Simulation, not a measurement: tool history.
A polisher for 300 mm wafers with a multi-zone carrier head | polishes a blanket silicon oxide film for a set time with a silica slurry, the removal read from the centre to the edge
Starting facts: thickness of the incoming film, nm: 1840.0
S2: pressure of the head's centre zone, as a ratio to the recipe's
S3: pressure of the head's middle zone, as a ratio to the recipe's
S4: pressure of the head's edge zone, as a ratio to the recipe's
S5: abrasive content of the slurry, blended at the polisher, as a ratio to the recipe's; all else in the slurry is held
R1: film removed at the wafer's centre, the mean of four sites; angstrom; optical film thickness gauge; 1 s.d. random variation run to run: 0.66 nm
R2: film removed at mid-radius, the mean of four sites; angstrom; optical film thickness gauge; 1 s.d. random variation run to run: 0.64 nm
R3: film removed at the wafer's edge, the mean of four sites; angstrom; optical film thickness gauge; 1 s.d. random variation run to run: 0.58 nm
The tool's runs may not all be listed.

run 1 hour=0 | flow_of_slurry_(ml/min)=265 S2=1 S3=1 S4=1 S5=1 polishing_time_(s)=36 | R1=873.24 R2=838.1 R3=855.22
run 2 hour=4.7 | flow_of_slurry_(ml/min)=265 S2=1.01 S3=0.97 S4=0.96 S5=0.85 polishing_time_(s)=35 | R1=781.84 R2=744.22 R3=743.56
run 3 hour=6.3 | flow_of_slurry_(ml/min)=265 S2=1.01 S3=0.9 S4=0.96 S5=0.85 polishing_time_(s)=35 | R1=776.66 R2=697.38 R3=761.81
run 4 hour=13.6 | flow_of_slurry_(ml/min)=260 S2=1.02 S3=0.88 S4=0.93 S5=0.75 polishing_time_(s)=35 | R1=730.39 R2=645.74 R3=707.44
run 5 hour=19.7 | flow_of_slurry_(ml/min)=260 S2=1.02 S3=0.81 S4=0.93 S5=0.75 polishing_time_(s)=35 | R1=743.17 R2=609.38 R3=712.4
run 6 hour=27.6 | flow_of_slurry_(ml/min)=255 S2=1.03 S3=0.82 S4=0.9 S5=0.7 polishing_time_(s)=35 | R1=728.88 R2=585.4 R3=670.72
run 7 hour=29.9 | flow_of_slurry_(ml/min)=245 S2=1.02 S3=0.83 S4=0.87 S5=0.7 polishing_time_(s)=35 | R1=720.57 R2=590.31 R3=654.21

Run 8 is up next; what results do you expect?
run 8 hour=30.7 | flow_of_slurry_(ml/min)=245 S2=1.02 S3=0.83 S4=0.87 S5=0.7 polishing_time_(s)=35 | R1=? R2=? R3=?

Run 8 came out at R1 720.4 angstrom, R2 593.32 angstrom, R3 658.28 angstrom.
